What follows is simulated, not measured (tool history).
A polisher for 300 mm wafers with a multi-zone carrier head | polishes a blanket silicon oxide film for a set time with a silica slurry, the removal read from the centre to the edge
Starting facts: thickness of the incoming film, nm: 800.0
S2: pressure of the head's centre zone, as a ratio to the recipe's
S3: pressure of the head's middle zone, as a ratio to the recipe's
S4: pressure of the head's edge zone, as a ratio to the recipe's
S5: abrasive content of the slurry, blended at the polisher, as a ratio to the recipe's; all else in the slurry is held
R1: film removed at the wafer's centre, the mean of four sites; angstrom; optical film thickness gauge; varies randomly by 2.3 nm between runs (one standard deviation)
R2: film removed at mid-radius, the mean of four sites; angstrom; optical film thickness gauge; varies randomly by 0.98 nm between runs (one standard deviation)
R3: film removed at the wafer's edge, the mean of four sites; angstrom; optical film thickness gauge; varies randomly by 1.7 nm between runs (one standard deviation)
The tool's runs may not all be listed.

Run 1, hour 0: flow of slurry (ml/min) 290, S2 1, S3 1, S4 1, S5 1, polishing time (s) 50. Result: R1 1544 angstrom, R2 1615.1 angstrom, R3 1611.3 angstrom.
Run 2, hour 6.1: flow of slurry (ml/min) 285, S2 1.03, S3 0.97, S4 0.96, S5 1, polishing time (s) 50. Result: R1 1597.8 angstrom, R2 1563.7 angstrom, R3 1563.8 angstrom.
Run 3, hour 14.3: flow of slurry (ml/min) 275, S2 1.04, S3 0.95, S4 0.94, S5 1, polishing time (s) 50. Result: R1 1600.6 angstrom, R2 1519.3 angstrom, R3 1561.4 angstrom.
Run 4, hour 21.4: flow of slurry (ml/min) 270, S2 1.06, S3 0.94, S4 0.91, S5 1, polishing time (s) 50. Result: R1 1618.6 angstrom, R2 1513.8 angstrom, R3 1533.8 angstrom.
At hour 23.5: worn pad replaced by a new one.
Run 5, hour 23.5: flow of slurry (ml/min) 270, S2 1.06, S3 1, S4 0.91, S5 1, polishing time (s) 50. Result: R1 1770.8 angstrom, R2 1774.5 angstrom, R3 1691.6 angstrom.
Run 6, hour 29.2: flow of slurry (ml/min) 290, S2 1.06, S3 0.97, S4 0.89, S5 1, polishing time (s) 50. Result: R1 1844.1 angstrom, R2 1757.5 angstrom, R3 1711.2 angstrom.
Run 7, hour 32.5: flow of slurry (ml/min) 255, S2 1.09, S3 0.96, S4 0.89, S5 1, polishing time (s) 50. Result: R1 1852.7 angstrom, R2 1684.7 angstrom, R3 1677 angstrom.
Run 8, hour 40: flow of slurry (ml/min) 270, S2 1.08, S3 0.94, S4 0.87, S5 0.95, polishing time (s) 50. Result: R1 1765.7 angstrom, R2 1644.7 angstrom, R3 1650.2 angstrom.

Estimate the outcome of run 9 from the log above:
Run 9, hour 43.6: flow of slurry (ml/min) 265, S2 1.09, S3 0.94, S4 0.88, S5 0.95, polishing time (s) 49. Result: R1 ?, R2 ?, R3 ?.

{"run 9": {"R1": 1822.5, "R2": 1585.6, "R3": 1599.6}}
